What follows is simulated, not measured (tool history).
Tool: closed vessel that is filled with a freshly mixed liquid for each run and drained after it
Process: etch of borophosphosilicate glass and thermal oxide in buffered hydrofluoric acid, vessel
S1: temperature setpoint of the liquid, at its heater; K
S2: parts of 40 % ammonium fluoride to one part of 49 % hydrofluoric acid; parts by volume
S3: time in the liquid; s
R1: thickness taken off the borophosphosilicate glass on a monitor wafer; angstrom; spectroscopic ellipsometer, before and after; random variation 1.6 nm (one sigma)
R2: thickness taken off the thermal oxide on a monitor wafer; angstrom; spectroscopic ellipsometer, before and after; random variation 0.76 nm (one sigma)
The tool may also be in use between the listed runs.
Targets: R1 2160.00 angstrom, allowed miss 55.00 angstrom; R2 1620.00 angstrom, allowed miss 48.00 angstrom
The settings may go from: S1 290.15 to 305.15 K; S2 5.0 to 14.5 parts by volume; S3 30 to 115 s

run,hour,S1,S2,S3,R1,R2
1,0.0,297.15,9.0,60,999.54,771.05
2,6.7,298.65,9.0,60,1095.20,831.88
3,11.2,298.65,7.0,60,1436.90,1089.30
4,17.9,298.65,7.0,85,2056.20,1553.00
5,21.4,296.15,7.0,85,1805.30,1361.90
6,28.7,296.65,7.0,85,1841.30,1399.20
7,33.1,297.15,7.0,85,1901.00,1425.20
8,42.1,297.65,7.0,85,1916.80,1466.20
9,50.1,298.15,7.0,85,1998.10,1505.20
10,58.9,299.15,7.0,85,2074.80,1600.50
11,63.1,299.15,7.0,85,2081.70,1594.80

Which of these 4 next moves meets every target?
A,67.3,304.65,8.0,80,?,?
B,67.3,297.65,5.0,75,?,?
C,67.3,298.65,6.0,85,?,?
D,67.3,294.15,5.0,85,?,?

move,R1,R2
A,2263.20,1736.40
B,2284.50,1729.30
C,2329.30,1773.10
D,2144.40,1617.80
A: takes the result that was furthest off past its target
B: takes the result that was furthest off past its target
C: takes the result that was furthest off past its target
D: meets every target
Answer: D
